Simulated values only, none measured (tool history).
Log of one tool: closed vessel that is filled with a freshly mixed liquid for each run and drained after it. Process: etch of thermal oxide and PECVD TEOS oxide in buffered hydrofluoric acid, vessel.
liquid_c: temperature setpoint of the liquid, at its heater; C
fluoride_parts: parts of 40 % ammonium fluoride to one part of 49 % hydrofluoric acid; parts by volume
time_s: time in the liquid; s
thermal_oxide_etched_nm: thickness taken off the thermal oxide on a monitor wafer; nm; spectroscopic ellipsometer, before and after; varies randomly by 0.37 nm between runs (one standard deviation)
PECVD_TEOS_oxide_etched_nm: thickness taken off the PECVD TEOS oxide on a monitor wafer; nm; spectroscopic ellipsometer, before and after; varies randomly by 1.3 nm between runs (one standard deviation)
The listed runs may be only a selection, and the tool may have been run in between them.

run	hour	liquid_c	fluoride_parts	time_s	thermal_oxide_etched_nm	PECVD_TEOS_oxide_etched_nm
1	0.0	24.0	10.0	60	60.877	110.790
2	8.4	26.0	10.0	60	67.950	122.610
3	17.2	23.0	10.0	60	57.341	103.440
4	19.3	20.5	10.0	60	50.091	91.201
5	21.4	23.5	10.0	60	58.952	107.350
6	28.1	23.5	10.0	80	78.428	143.350
7	35.7	23.5	10.0	80	78.866	143.180
8	38.5	24.0	10.0	80	80.890	147.680
9	47.3	24.5	10.0	80	83.366	150.840

Forecast run 10:
10	50.9	25.0	10.0	80	?	?

Run 10 came out at thermal_oxide_etched_nm 85.780 nm, PECVD_TEOS_oxide_etched_nm 156.780 nm.
